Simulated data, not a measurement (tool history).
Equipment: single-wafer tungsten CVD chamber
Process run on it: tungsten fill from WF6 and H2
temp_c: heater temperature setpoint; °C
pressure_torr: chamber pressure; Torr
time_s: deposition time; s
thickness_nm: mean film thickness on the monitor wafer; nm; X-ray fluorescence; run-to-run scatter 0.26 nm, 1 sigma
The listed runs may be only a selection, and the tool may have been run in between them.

| run | hour | temp_c | pressure_torr | time_s | thickness_nm |
|---|---|---|---|---|---|
| 1 | 0.0 | 390 | 35.4 | 21.3 | 51.114 |
| 2 | 3.4 | 392 | 35.4 | 21.3 | 52.683 |
| 3 | 5.4 | 392 | 40.1 | 21.3 | 56.094 |
| 4 | 11.9 | 392 | 34.8 | 21.3 | 52.521 |
| 5 | 13.2 | 394 | 34.8 | 21.3 | 54.229 |
| 6 | 14.4 | 394 | 34.8 | 20.2 | 51.541 |
| 7 | 19.7 | 396 | 34.9 | 20.2 | 53.690 |
| 8 | 25.3 | 397 | 34.9 | 20.2 | 54.118 |

Estimate the outcome of run 9 from the log above:
| 9 | 28.8 | 398 | 34.9 | 20.2 | ? |

thickness_nm: 55.616 nm
